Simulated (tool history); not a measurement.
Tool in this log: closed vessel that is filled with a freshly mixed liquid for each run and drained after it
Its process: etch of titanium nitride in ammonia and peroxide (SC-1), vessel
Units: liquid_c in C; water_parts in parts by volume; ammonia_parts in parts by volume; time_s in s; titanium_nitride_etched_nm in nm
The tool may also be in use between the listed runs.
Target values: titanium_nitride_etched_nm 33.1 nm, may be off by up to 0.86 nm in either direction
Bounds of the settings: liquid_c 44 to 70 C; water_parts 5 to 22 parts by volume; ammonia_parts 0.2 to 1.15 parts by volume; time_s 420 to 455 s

Run 1, hour 0: liquid_c 60 C, water_parts 12.5 parts by volume, ammonia_parts 0.65 parts by volume, time_s 420 s. Result: titanium_nitride_etched_nm 39.651 nm.
Run 2, hour 1.9: liquid_c 59.5 C, water_parts 12.5 parts by volume, ammonia_parts 0.65 parts by volume, time_s 420 s. Result: titanium_nitride_etched_nm 38.205 nm.
Run 3, hour 3.9: liquid_c 59 C, water_parts 12.5 parts by volume, ammonia_parts 0.65 parts by volume, time_s 420 s. Result: titanium_nitride_etched_nm 37.442 nm.
Run 4, hour 12.4: liquid_c 59 C, water_parts 12.5 parts by volume, ammonia_parts 0.65 parts by volume, time_s 455 s. Result: titanium_nitride_etched_nm 39.483 nm.
Run 5, hour 15.2: liquid_c 59 C, water_parts 12.5 parts by volume, ammonia_parts 0.75 parts by volume, time_s 455 s. Result: titanium_nitride_etched_nm 41.287 nm.
Run 6, hour 20.8: liquid_c 58.5 C, water_parts 12.5 parts by volume, ammonia_parts 0.75 parts by volume, time_s 455 s. Result: titanium_nitride_etched_nm 40.171 nm.
Run 7, hour 26.3: liquid_c 58 C, water_parts 12.5 parts by volume, ammonia_parts 0.75 parts by volume, time_s 455 s. Result: titanium_nitride_etched_nm 37.915 nm.
Run 8, hour 35.4: liquid_c 57 C, water_parts 12.5 parts by volume, ammonia_parts 0.75 parts by volume, time_s 455 s. Result: titanium_nitride_etched_nm 36.001 nm.

Consider the 5 candidate settings below. Which is the only one whose results all fall within their allowed miss of target?
Run A, hour 44.5: liquid_c 56.5 C, water_parts 16 parts by volume, ammonia_parts 0.65 parts by volume, time_s 455 s. Result: titanium_nitride_etched_nm ?.
Run B, hour 44.5: liquid_c 57.5 C, water_parts 13 parts by volume, ammonia_parts 0.8 parts by volume, time_s 445 s. Result: titanium_nitride_etched_nm ?.
Run C, hour 44.5: liquid_c 58 C, water_parts 13 parts by volume, ammonia_parts 0.65 parts by volume, time_s 440 s. Result: titanium_nitride_etched_nm ?.
Run D, hour 44.5: liquid_c 59.5 C, water_parts 15 parts by volume, ammonia_parts 0.5 parts by volume, time_s 420 s. Result: titanium_nitride_etched_nm ?.
Run E, hour 44.5: liquid_c 53 C, water_parts 8.5 parts by volume, ammonia_parts 0.8 parts by volume, time_s 420 s. Result: titanium_nitride_etched_nm ?.

move  titanium_nitride_etched_nm
   A                      30.071
   B                      36.442
   C                      35.961
   D                      33.509
   E                      31.493
A: the result that was furthest off in the last run now lies on the other side of its target
B: misses by more than the last run did
C: just as far off the targets as the last run
D: in spec on every target
E: the result that was furthest off in the last run now lies on the other side of its target
D is the move that brings every result within its allowed miss.
